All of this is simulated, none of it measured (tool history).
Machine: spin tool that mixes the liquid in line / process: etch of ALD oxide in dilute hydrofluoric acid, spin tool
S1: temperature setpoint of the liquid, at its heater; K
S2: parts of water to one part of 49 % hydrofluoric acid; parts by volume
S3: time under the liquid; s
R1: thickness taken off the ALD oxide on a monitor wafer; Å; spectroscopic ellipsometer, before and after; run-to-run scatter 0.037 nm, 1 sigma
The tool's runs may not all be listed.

run,hour,S1,S2,S3,R1
1,0.0,295.15,170,95,120.980
2,1.0,295.15,170,75,95.764
3,4.8,295.15,225,75,67.603
4,11.7,295.65,225,75,69.922
5,15.5,295.65,250,75,61.348
6,20.2,296.65,250,75,63.688
7,27.0,297.65,250,75,65.566
8,32.1,298.65,250,75,68.221
9,36.7,298.65,250,75,68.226

Run 10 is up next; what results do you expect?
10,44.8,298.65,250,75,?

R1: 67.503 Å
